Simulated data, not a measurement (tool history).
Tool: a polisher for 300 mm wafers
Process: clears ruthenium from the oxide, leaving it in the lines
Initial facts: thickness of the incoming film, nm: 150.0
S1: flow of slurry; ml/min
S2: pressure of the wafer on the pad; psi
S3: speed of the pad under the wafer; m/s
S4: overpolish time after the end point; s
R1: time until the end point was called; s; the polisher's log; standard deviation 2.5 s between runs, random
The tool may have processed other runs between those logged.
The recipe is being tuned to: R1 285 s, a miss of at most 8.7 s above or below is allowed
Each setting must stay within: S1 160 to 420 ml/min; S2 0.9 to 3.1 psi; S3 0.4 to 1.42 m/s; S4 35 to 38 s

run  hour   S1   S2    S3  S4      R1
  1     0  270    2   0.9  35  139.65
  2     8  270  1.8  0.88  35   150.4
  3    15  270  1.7  0.84  35   164.7
  4  19.3  340  1.7  0.84  35  161.42
  5  27.9  340  1.6   0.8  35  175.19
  6  36.6  340  1.5  0.78  35  181.05
  7  41.4  340  1.4  0.74  35   201.2
  8  48.1  335  1.3  0.72  35  214.69
  9  57.2  335  1.3  0.72  35  213.83

Exercise: of the 5 proposed moves below, exactly one satisfies all targets within the stated allowed misses. Which move is it?
  A  66.3  315  0.9  0.58  35   ?
  B  66.3  375  0.9  0.58  36   ?
  C  66.3  345    1  0.56  38   ?
  D  66.3  305  0.9  0.64  35   ?
  E  66.3  330  1.3   0.5  38   ?

move      R1
   A  315.03
   B  311.34
   C  309.82
   D  287.39
   E  306.67
A: takes the result that was furthest off past its target
B: takes the result that was furthest off past its target
C: takes the result that was furthest off past its target
D: all results in spec
E: takes the result that was furthest off past its target
Go with D: it meets all targets.
